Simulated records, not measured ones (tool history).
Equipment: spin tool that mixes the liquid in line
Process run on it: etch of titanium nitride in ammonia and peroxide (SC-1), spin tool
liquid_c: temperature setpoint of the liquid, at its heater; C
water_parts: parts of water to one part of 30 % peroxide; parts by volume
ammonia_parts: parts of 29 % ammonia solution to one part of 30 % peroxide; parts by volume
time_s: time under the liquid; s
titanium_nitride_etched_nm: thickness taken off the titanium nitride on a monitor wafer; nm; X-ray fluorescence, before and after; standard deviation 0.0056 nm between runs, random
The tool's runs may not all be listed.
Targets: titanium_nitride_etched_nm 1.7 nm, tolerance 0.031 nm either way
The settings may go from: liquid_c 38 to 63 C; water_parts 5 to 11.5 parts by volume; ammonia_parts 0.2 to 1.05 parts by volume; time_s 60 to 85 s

Run 1, hour 0: liquid_c 47 C, water_parts 6.5 parts by volume, ammonia_parts 0.55 parts by volume, time_s 85 s. Result: titanium_nitride_etched_nm 2.6947 nm.
Run 2, hour 7.9: liquid_c 47 C, water_parts 6.5 parts by volume, ammonia_parts 0.4 parts by volume, time_s 85 s. Result: titanium_nitride_etched_nm 2.5587 nm.
Run 3, hour 14.4: liquid_c 52 C, water_parts 6.5 parts by volume, ammonia_parts 0.4 parts by volume, time_s 85 s. Result: titanium_nitride_etched_nm 3.6247 nm.
Run 4, hour 15.6: liquid_c 52 C, water_parts 6.5 parts by volume, ammonia_parts 0.55 parts by volume, time_s 85 s. Result: titanium_nitride_etched_nm 3.8218 nm.
Run 5, hour 22.4: liquid_c 52 C, water_parts 8.5 parts by volume, ammonia_parts 0.55 parts by volume, time_s 85 s. Result: titanium_nitride_etched_nm 3.3587 nm.
Run 6, hour 25: liquid_c 52 C, water_parts 8.5 parts by volume, ammonia_parts 0.4 parts by volume, time_s 85 s. Result: titanium_nitride_etched_nm 3.1767 nm.
Run 7, hour 31.2: liquid_c 49.5 C, water_parts 8.5 parts by volume, ammonia_parts 0.4 parts by volume, time_s 85 s. Result: titanium_nitride_etched_nm 2.6824 nm.
Run 8, hour 36.9: liquid_c 47.5 C, water_parts 8.5 parts by volume, ammonia_parts 0.4 parts by volume, time_s 85 s. Result: titanium_nitride_etched_nm 2.3096 nm.
Run 9, hour 37.5: liquid_c 42.5 C, water_parts 8.5 parts by volume, ammonia_parts 0.4 parts by volume, time_s 85 s. Result: titanium_nitride_etched_nm 1.6156 nm.

Pick the move, out of 5, that brings all results within their allowed miss; only one does.
Run A, hour 38.1: liquid_c 43.5 C, water_parts 9 parts by volume, ammonia_parts 0.4 parts by volume, time_s 85 s. Result: titanium_nitride_etched_nm ?.
Run B, hour 38.1: liquid_c 42.5 C, water_parts 8.5 parts by volume, ammonia_parts 0.4 parts by volume, time_s 80 s. Result: titanium_nitride_etched_nm ?.
Run C, hour 38.1: liquid_c 44.5 C, water_parts 10 parts by volume, ammonia_parts 0.3 parts by volume, time_s 80 s. Result: titanium_nitride_etched_nm ?.
Run D, hour 38.1: liquid_c 41.5 C, water_parts 9 parts by volume, ammonia_parts 0.5 parts by volume, time_s 85 s. Result: titanium_nitride_etched_nm ?.
Run E, hour 38.1: liquid_c 41 C, water_parts 8 parts by volume, ammonia_parts 0.55 parts by volume, time_s 85 s. Result: titanium_nitride_etched_nm ?.

move  titanium_nitride_etched_nm
   A                      1.6849
   B                      1.5185
   C                      1.5323
   D                      1.5129
   E                      1.5724
A: all results in spec
B: moves away from the targets compared with the last run
C: moves away from the targets compared with the last run
D: moves away from the targets compared with the last run
E: moves away from the targets compared with the last run
So the answer is move A, the one that meets all the targets.

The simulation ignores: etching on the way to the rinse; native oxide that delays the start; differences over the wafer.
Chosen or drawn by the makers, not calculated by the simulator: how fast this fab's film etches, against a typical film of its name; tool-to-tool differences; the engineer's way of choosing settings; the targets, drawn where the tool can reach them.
